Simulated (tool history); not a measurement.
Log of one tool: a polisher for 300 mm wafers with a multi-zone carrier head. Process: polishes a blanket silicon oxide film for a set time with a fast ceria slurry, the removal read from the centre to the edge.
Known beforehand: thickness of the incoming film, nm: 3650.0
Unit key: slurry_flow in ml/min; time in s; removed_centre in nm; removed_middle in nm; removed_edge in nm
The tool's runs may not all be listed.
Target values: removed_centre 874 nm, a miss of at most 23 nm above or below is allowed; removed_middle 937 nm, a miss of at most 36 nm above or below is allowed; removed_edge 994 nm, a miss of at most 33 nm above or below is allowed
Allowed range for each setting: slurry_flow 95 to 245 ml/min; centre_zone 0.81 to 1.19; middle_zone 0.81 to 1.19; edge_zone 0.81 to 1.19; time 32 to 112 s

run,day,slurry_flow,centre_zone,middle_zone,edge_zone,time,removed_centre,removed_middle,removed_edge
1,0,155,1,1,1,72,751.68,761.07,762.44
2,0.054,155,1,1,1.05,72,754.21,770.76,761.58
3,0.425,160,0.97,0.98,1.06,77,770.77,806.57,840.44
4,0.567,160,0.97,1.06,1.06,77,784.05,858.94,832.54
5,0.683,175,0.96,1.04,1.09,79,805.1,875.8,871.45
6,1.054,185,0.95,1.03,1.11,81,819.94,902,907.69
7,1.342,190,0.95,1.02,1.13,82,848,899.98,939.25
8,1.496,195,0.95,1.02,1.14,83,855.25,896.78,934.76

Exactly one of the 5 candidate moves below puts every result within its allowed miss. Which one?
A,1.65,200,0.87,1.04,1.15,87,?,?,?
B,1.65,160,0.94,0.99,1.1,89,?,?,?
C,1.65,240,0.97,0.97,1.11,78,?,?,?
D,1.65,180,0.88,0.96,1.14,88,?,?,?
E,1.65,185,0.99,0.97,1.14,81,?,?,?

move,removed_centre,removed_middle,removed_edge
A,816.52,996.01,1008.9
B,869.2,944.77,985.64
C,839.38,862.48,905.1
D,820.67,927.23,1005.8
E,854.62,863.95,928.37
A: corrects the largest miss of the last run, while another result sits out of spec
B: hits every target within its allowed miss
C: further off than the last run
D: corrects the largest miss of the last run, while another result sits out of spec
E: further off than the last run
Answer: B

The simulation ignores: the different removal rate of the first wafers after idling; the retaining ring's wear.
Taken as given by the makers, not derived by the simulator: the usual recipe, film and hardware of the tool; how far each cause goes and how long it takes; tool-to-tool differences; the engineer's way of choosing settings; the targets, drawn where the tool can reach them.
